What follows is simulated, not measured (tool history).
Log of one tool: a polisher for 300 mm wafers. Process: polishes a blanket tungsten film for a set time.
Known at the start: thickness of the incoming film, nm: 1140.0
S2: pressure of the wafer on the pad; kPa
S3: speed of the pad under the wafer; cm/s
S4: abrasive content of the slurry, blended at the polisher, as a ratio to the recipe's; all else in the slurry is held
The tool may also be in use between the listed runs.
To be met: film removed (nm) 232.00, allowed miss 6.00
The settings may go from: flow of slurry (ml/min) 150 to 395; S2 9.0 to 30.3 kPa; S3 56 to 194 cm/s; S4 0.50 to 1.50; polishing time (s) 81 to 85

{"run": 1, "hour": 0.0, "flow of slurry (ml/min)": 250, "S2": 19.3, "S3": 124, "S4": 1.0, "polishing time (s)": 81, "film removed (nm)": 408.43}
{"run": 2, "hour": 0.7, "flow of slurry (ml/min)": 190, "S2": 19.3, "S3": 124, "S4": 1.0, "polishing time (s)": 81, "film removed (nm)": 388.53}
{"run": 3, "hour": 9.5, "flow of slurry (ml/min)": 190, "S2": 16.5, "S3": 124, "S4": 1.0, "polishing time (s)": 81, "film removed (nm)": 340.45}
{"run": 4, "hour": 12.7, "flow of slurry (ml/min)": 185, "S2": 14.5, "S3": 124, "S4": 1.0, "polishing time (s)": 81, "film removed (nm)": 297.43}
{"run": 5, "hour": 13.3, "flow of slurry (ml/min)": 185, "S2": 14.5, "S3": 124, "S4": 0.85, "polishing time (s)": 81, "film removed (nm)": 285.0}
{"run": 6, "hour": 19.8, "flow of slurry (ml/min)": 185, "S2": 14.5, "S3": 124, "S4": 0.65, "polishing time (s)": 81, "film removed (nm)": 263.68}
{"run": 7, "hour": 23.9, "flow of slurry (ml/min)": 180, "S2": 13.8, "S3": 124, "S4": 0.65, "polishing time (s)": 81, "film removed (nm)": 251.66}
{"run": 8, "hour": 30.8, "flow of slurry (ml/min)": 175, "S2": 13.8, "S3": 124, "S4": 0.65, "polishing time (s)": 81, "film removed (nm)": 251.08}

5 next moves are on the table. One of them brings every result within its allowed miss. Which?
{"run": "A", "hour": 37.7, "flow of slurry (ml/min)": 160, "S2": 14.5, "S3": 134, "S4": 0.6, "polishing time (s)": 84, "film removed (nm)": "?"}
{"run": "B", "hour": 37.7, "flow of slurry (ml/min)": 190, "S2": 13.8, "S3": 130, "S4": 0.7, "polishing time (s)": 81, "film removed (nm)": "?"}
{"run": "C", "hour": 37.7, "flow of slurry (ml/min)": 175, "S2": 12.4, "S3": 124, "S4": 0.7, "polishing time (s)": 81, "film removed (nm)": "?"}
{"run": "D", "hour": 37.7, "flow of slurry (ml/min)": 150, "S2": 13.1, "S3": 110, "S4": 0.65, "polishing time (s)": 84, "film removed (nm)": "?"}
{"run": "E", "hour": 37.7, "flow of slurry (ml/min)": 160, "S2": 15.2, "S3": 124, "S4": 0.65, "polishing time (s)": 81, "film removed (nm)": "?"}

move=A film_removed_(nm)=284.97
move=B film_removed_(nm)=273.14
move=C film_removed_(nm)=232.91
move=D film_removed_(nm)=215.48
move=E film_removed_(nm)=271.73
A: further off than the last run
B: further off than the last run
C: meets every target
D: takes the result that was furthest off past its target
E: further off than the last run
Answer: C

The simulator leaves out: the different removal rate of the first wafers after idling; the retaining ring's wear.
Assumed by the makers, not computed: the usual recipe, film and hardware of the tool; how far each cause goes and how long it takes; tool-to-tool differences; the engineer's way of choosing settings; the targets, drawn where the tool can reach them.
